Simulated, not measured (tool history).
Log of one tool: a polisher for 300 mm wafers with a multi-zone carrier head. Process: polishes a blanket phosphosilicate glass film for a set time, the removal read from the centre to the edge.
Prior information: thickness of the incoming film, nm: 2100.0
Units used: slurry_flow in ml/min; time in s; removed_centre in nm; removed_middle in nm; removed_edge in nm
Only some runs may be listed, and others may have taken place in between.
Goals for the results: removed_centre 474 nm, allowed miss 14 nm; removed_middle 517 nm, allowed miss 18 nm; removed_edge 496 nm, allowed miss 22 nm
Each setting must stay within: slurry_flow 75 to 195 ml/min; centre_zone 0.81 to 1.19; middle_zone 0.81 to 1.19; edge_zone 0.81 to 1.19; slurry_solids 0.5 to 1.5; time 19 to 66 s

run,hour,slurry_flow,centre_zone,middle_zone,edge_zone,slurry_solids,time,removed_centre,removed_middle,removed_edge
1,0,125,1,1,1,1,42,433.09,441.71,451.99
2,4.6,130,1,1.01,1.01,1,42,440.27,443.37,444.42
3,13.3,130,1,1.01,1.01,1,35,367.94,375.84,384.91
4,15.3,130,1,1.01,1.01,1,25,264.43,267.15,267.79
5,20.6,130,0.94,1.01,1.01,1,25,245.3,260.47,271.52
6,24.2,130,0.94,1.01,0.98,1,25,247.48,265.71,266.11
7,28.2,165,1.02,1.11,1.08,1.25,37,460.7,486.14,466.23
8,35,185,1,1.14,1.14,1.25,37,454.4,493.26,467.15

Which of these 5 next moves meets every target?
A,41.8,195,1,1.18,1.16,1.25,41,?,?,?
B,41.8,180,0.91,1.14,1.13,1.3,37,?,?,?
C,41.8,180,0.97,1.1,1.06,1.45,38,?,?,?
D,41.8,160,0.92,0.94,1.18,1.35,42,?,?,?
E,41.8,175,1.01,1.02,1.19,1.3,38,?,?,?

move,removed_centre,removed_middle,removed_edge
A,509.04,573.83,545.75
B,420.43,504.7,489.5
C,474.93,522.73,508.53
D,476.37,490.78,565.49
E,472.8,473.44,512.42
A: takes the result that was furthest off past its target
B: misses by more than the last run did
C: all results land within tolerance of their targets
D: the furthest-off result lands on target, but another misses its tolerance
E: the furthest-off result lands on target, but another misses its tolerance
Answer: C
